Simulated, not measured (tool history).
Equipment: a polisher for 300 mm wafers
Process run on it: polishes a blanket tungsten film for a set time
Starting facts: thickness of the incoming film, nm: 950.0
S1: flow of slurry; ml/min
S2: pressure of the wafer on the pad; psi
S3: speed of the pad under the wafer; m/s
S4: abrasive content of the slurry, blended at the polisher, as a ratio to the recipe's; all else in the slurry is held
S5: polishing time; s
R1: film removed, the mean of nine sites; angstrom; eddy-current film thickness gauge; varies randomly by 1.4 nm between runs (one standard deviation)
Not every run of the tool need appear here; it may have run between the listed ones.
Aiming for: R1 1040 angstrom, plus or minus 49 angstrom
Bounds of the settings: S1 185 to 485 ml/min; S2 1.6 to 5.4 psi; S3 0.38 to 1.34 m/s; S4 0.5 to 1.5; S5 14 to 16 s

{"run": 1, "hour": 0.0, "S1": 310, "S2": 3.5, "S3": 0.86, "S4": 1, "S5": 16, "R1": 695.79}
{"run": 2, "hour": 8.0, "S1": 310, "S2": 3.6, "S3": 0.86, "S4": 1, "S5": 16, "R1": 721.94}
{"run": 3, "hour": 9.3, "S1": 310, "S2": 3.7, "S3": 0.86, "S4": 1, "S5": 16, "R1": 750.47}
{"run": 4, "hour": 13.3, "S1": 345, "S2": 3.7, "S3": 0.86, "S4": 1, "S5": 16, "R1": 752.58}
{"run": 5, "hour": 17.8, "S1": 345, "S2": 3.7, "S3": 0.86, "S4": 1.2, "S5": 16, "R1": 789.42}
{"run": 6, "hour": 23.0, "S1": 345, "S2": 3.8, "S3": 0.86, "S4": 1.2, "S5": 16, "R1": 818.24}
{"run": 7, "hour": 26.7, "S1": 345, "S2": 3.9, "S3": 0.86, "S4": 1.2, "S5": 16, "R1": 824.96}
{"run": 8, "hour": 27.4, "S1": 345, "S2": 4, "S3": 0.86, "S4": 1.2, "S5": 16, "R1": 852.44}
{"run": 9, "hour": 35.3, "S1": 345, "S2": 4.1, "S3": 0.86, "S4": 1.2, "S5": 16, "R1": 856.3}
{"run": 10, "hour": 43.1, "S1": 345, "S2": 4.2, "S3": 0.86, "S4": 1.2, "S5": 16, "R1": 888.92}
{"run": 11, "hour": 49.3, "S1": 345, "S2": 4.2, "S3": 0.86, "S4": 1.2, "S5": 16, "R1": 873.34}
{"run": 12, "hour": 56.0, "S1": 345, "S2": 4.3, "S3": 0.86, "S4": 1.2, "S5": 16, "R1": 909.99}
{"run": 13, "hour": 60.5, "S1": 345, "S2": 4.4, "S3": 0.86, "S4": 1.2, "S5": 16, "R1": 907.22}
{"run": 14, "hour": 62.0, "S1": 345, "S2": 4.5, "S3": 0.86, "S4": 1.2, "S5": 16, "R1": 917.41}

Consider the 4 candidate settings below. Which is the only one whose results all fall within their allowed miss of target?
{"run": "A", "hour": 63.5, "S1": 415, "S2": 4.7, "S3": 0.8, "S4": 1.2, "S5": 15, "R1": "?"}
{"run": "B", "hour": 63.5, "S1": 350, "S2": 4.3, "S3": 0.84, "S4": 1.25, "S5": 16, "R1": "?"}
{"run": "C", "hour": 63.5, "S1": 320, "S2": 4.2, "S3": 0.94, "S4": 1.2, "S5": 14, "R1": "?"}
{"run": "D", "hour": 63.5, "S1": 320, "S2": 5, "S3": 0.9, "S4": 1.25, "S5": 15, "R1": "?"}

move=A R1=891.58
move=B R1=898.56
move=C R1=810.87
move=D R1=1012.9
A: further off than the last run
B: further off than the last run
C: further off than the last run
D: all results land within tolerance of their targets
Move D is the one to make.
